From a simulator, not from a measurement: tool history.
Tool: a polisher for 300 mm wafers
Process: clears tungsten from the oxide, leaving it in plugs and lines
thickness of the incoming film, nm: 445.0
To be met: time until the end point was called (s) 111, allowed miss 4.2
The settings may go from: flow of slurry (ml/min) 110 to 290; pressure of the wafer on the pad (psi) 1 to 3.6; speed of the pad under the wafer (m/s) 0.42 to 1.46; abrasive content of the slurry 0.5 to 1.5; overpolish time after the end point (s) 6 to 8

run  hour  flow of slurry (ml/min)  pressure of the wafer on the pad (psi)  speed of the pad under the wafer (m/s)  abrasive content of the slurry  overpolish time after the end point (s)  time until the end point was called (s)
  1     0                      185                                     2.3                                    0.94                               1                                        8                                   146.45
  2   3.5                      190                                     2.5                                    0.94                               1                                        8                                    139.8
  3   9.6                      190                                     2.7                                    0.94                               1                                        8                                   129.78
  4  15.5                      190                                     2.8                                    0.94                               1                                        8                                   129.37
  5  19.7                      190                                       3                                    0.94                               1                                        8                                   121.73
  6  21.2                      190                                       3                                    0.94                               1                                        8                                   123.07
  7  28.4                      190                                     3.1                                    0.94                               1                                        8                                    119.1
  8    34                      190                                     3.1                                    0.94                               1                                        8                                   119.19
  9  40.1                      190                                     3.2                                    0.94                               1                                        8                                   116.62

Which of these 4 next moves meets every target?
  A  46.2                      210                                     2.8                                     0.9                            0.95                                        6                                        ?
  B  46.2                      200                                     3.1                                    1.02                               1                                        6                                        ?
  C  46.2                      180                                     3.1                                    0.88                            0.95                                        8                                        ?
  D  46.2                      180                                     3.3                                    0.94                             0.8                                        8                                        ?

move  time until the end point was called (s)
   A                                   127.95
   B                                   109.27
   C                                   122.85
   D                                   117.63
A: further off than the last run
B: meets every target
C: further off than the last run
D: further off than the last run
The right move is B.
